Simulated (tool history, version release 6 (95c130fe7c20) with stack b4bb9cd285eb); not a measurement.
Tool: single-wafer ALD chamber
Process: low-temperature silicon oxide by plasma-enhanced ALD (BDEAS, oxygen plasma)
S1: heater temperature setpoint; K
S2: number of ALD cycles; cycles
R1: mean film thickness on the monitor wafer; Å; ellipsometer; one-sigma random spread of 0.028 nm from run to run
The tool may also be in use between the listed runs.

run  hour      S1  S2      R1
  1     0  373.15  64   86.38
  2   0.8  369.15  65   89.82
  3   1.8  367.15  65  90.174
  4   2.6  365.15  65  90.594
  5  10.8  363.15  65  91.122
  6  12.6  361.15  65  91.816

Run 7 is up next; what results do you expect?
  7  15.5  360.15  65   ?

R1: 92.221 Å
